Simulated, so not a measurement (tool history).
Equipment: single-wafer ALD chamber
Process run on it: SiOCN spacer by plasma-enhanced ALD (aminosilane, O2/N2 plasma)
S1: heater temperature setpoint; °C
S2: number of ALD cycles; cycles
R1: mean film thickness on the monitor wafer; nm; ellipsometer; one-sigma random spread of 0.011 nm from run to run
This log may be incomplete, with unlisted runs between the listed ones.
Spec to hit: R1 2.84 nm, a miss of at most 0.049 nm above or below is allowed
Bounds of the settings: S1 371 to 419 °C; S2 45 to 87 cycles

run    day   S1  S2      R1
  1      0  395  66  3.7443
  2  0.204  386  66  3.7526
  3  0.475  386  61  3.4714
  4  0.667  376  61  3.4724
  5  0.792  371  61   3.484
  6  1.075  371  55  3.1207
  7  1.129  371  55  3.0883
  8  1.433  371  54  3.0823
  9  1.588  371  47  2.6706
 10  1.708  371  48  2.7074
 11  1.962  371  49  2.7833

Consider the 5 candidate settings below. Which is the only one whose results all fall within their allowed miss of target?
  A  2.217  385  47   ?
  B  2.217  372  50   ?
  C  2.217  371  47   ?
  D  2.217  371  48   ?
  E  2.217  385  52   ?

move      R1
   A  2.6793
   B  2.8504
   C  2.6793
   D  2.7363
   E  2.9644
A: further off than the last run
B: all results in spec
C: further off than the last run
D: further off than the last run
E: carries the result that was furthest off beyond its target, to the other side
Correct choice: B, which meets every target

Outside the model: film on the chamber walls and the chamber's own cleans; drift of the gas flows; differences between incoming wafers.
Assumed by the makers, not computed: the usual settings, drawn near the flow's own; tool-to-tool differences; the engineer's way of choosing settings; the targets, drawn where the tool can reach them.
